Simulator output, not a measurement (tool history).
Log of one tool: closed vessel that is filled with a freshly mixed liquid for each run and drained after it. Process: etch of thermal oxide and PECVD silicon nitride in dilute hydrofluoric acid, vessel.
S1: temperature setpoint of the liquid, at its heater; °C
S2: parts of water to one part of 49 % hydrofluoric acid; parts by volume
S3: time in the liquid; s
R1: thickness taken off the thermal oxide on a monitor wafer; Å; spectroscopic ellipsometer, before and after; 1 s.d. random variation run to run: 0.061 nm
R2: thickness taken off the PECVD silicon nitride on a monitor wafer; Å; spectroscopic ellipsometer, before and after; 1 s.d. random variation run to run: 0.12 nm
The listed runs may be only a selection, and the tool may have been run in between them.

run  hour  S1   S2   S3      R1      R2
  1     0  21  100  515  211.23  222.89
  2   0.7  21   85  515  254.21  254.83
  3   3.6  23   85  515  273.35  292.88
  4   4.5  23   85  390  206.59  223.76
  5  11.8  23   90  395  198.37  214.74
  6    19  23   90  525  261.34  286.36
  7  23.5  23   90  525  262.29  284.82
  8  26.9  24  130  575  197.79  230.49

Predict the results of run 9:
  9  32.3  24  135  580   ?   ?

R1: 190.4 Å
R2: 225.42 Å

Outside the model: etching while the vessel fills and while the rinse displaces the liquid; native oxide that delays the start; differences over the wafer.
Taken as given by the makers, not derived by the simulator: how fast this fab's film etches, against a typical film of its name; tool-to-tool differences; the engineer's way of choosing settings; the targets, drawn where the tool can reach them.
